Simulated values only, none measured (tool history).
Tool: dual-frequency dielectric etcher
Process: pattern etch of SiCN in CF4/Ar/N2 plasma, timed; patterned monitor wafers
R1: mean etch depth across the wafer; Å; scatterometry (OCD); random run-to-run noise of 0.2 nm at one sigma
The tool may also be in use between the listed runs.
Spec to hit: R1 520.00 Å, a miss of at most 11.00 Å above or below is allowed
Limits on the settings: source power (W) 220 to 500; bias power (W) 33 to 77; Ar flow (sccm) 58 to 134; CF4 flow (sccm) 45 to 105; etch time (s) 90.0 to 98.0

{"run": 1, "day": 0.0, "source power (W)": 360, "bias power (W)": 55, "Ar flow (sccm)": 96, "CF4 flow (sccm)": 75, "etch time (s)": 98.0, "R1": 609.93}
{"run": 2, "day": 0.038, "source power (W)": 360, "bias power (W)": 55, "Ar flow (sccm)": 96, "CF4 flow (sccm)": 67, "etch time (s)": 98.0, "R1": 594.01}
{"run": 3, "day": 0.075, "source power (W)": 360, "bias power (W)": 55, "Ar flow (sccm)": 111, "CF4 flow (sccm)": 67, "etch time (s)": 98.0, "R1": 580.94}
{"run": 4, "day": 0.138, "source power (W)": 360, "bias power (W)": 55, "Ar flow (sccm)": 111, "CF4 flow (sccm)": 78, "etch time (s)": 98.0, "R1": 601.68}
{"run": 5, "day": 0.279, "source power (W)": 360, "bias power (W)": 55, "Ar flow (sccm)": 119, "CF4 flow (sccm)": 78, "etch time (s)": 98.0, "R1": 592.71}
{"run": 6, "day": 0.362, "source power (W)": 350, "bias power (W)": 55, "Ar flow (sccm)": 119, "CF4 flow (sccm)": 78, "etch time (s)": 98.0, "R1": 586.93}
{"run": 7, "day": 0.558, "source power (W)": 340, "bias power (W)": 55, "Ar flow (sccm)": 119, "CF4 flow (sccm)": 78, "etch time (s)": 98.0, "R1": 568.79}
{"run": 8, "day": 0.842, "source power (W)": 330, "bias power (W)": 55, "Ar flow (sccm)": 119, "CF4 flow (sccm)": 78, "etch time (s)": 98.0, "R1": 559.33}
{"run": 9, "day": 1.071, "source power (W)": 320, "bias power (W)": 55, "Ar flow (sccm)": 119, "CF4 flow (sccm)": 78, "etch time (s)": 98.0, "R1": 549.84}
{"run": 10, "day": 1.404, "source power (W)": 310, "bias power (W)": 55, "Ar flow (sccm)": 119, "CF4 flow (sccm)": 78, "etch time (s)": 98.0, "R1": 539.84}

Next run, 5 choices. One meets every target within its allowed miss, the rest don't. Which?
{"run": "A", "day": 1.738, "source power (W)": 320, "bias power (W)": 70, "Ar flow (sccm)": 121, "CF4 flow (sccm)": 73, "etch time (s)": 91.0, "R1": "?"}
{"run": "B", "day": 1.738, "source power (W)": 330, "bias power (W)": 62, "Ar flow (sccm)": 131, "CF4 flow (sccm)": 72, "etch time (s)": 94.5, "R1": "?"}
{"run": "C", "day": 1.738, "source power (W)": 340, "bias power (W)": 61, "Ar flow (sccm)": 125, "CF4 flow (sccm)": 74, "etch time (s)": 96.0, "R1": "?"}
{"run": "D", "day": 1.738, "source power (W)": 330, "bias power (W)": 49, "Ar flow (sccm)": 114, "CF4 flow (sccm)": 79, "etch time (s)": 94.0, "R1": "?"}
{"run": "E", "day": 1.738, "source power (W)": 340, "bias power (W)": 51, "Ar flow (sccm)": 123, "CF4 flow (sccm)": 94, "etch time (s)": 93.5, "R1": "?"}

move=A R1=543.45
move=B R1=544.31
move=C R1=568.67
move=D R1=523.40
move=E R1=550.98
A: its largest miss is bigger than the last run's
B: its largest miss is bigger than the last run's
C: its largest miss is bigger than the last run's
D: all results in spec
E: its largest miss is bigger than the last run's
Answer: D
